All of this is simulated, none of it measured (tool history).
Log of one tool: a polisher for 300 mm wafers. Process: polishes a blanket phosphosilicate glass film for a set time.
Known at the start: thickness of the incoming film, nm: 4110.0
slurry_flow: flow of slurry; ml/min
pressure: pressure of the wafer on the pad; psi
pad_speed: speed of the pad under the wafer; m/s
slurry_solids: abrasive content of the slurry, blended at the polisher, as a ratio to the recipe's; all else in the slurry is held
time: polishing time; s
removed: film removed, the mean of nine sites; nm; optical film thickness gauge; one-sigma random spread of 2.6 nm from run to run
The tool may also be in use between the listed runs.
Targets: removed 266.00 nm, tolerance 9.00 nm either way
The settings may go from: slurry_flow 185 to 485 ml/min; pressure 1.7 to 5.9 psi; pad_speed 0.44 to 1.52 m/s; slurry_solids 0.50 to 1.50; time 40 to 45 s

run	hour	slurry_flow	pressure	pad_speed	slurry_solids	time	removed
1	0.0	310	3.8	0.98	1.00	45	400.67
2	7.3	310	3.4	0.98	1.00	45	367.10
3	10.3	310	3.1	0.98	1.00	45	333.13
4	19.4	310	3.1	0.98	1.20	45	357.63
5	25.1	310	2.8	0.98	1.20	45	325.23
6	29.7	310	3.2	0.98	1.20	45	378.84
7	31.7	310	3.2	0.98	1.20	45	375.90
8	36.2	310	2.9	0.98	1.20	45	340.33
9	42.0	310	2.7	0.98	1.20	45	312.92
10	48.3	310	2.6	0.98	1.20	45	305.73
11	57.3	310	2.5	0.98	1.20	45	295.50
12	59.0	310	2.4	0.98	1.20	45	280.62

5 next moves are on the table. One of them brings every result within its allowed miss. Which?
A	60.7	335	2.7	0.84	1.35	45	?
B	60.7	400	2.3	1.16	1.10	45	?
C	60.7	225	1.8	1.30	1.20	43	?
D	60.7	335	2.1	0.96	1.20	44	?
E	60.7	340	3.4	0.68	1.05	42	?

move	removed
A	294.48
B	306.31
C	248.42
D	241.11
E	262.78
A: moves away from the targets compared with the last run
B: moves away from the targets compared with the last run
C: takes the result that was furthest off past its target
D: takes the result that was furthest off past its target
E: every result within its allowed miss
E meets every target.
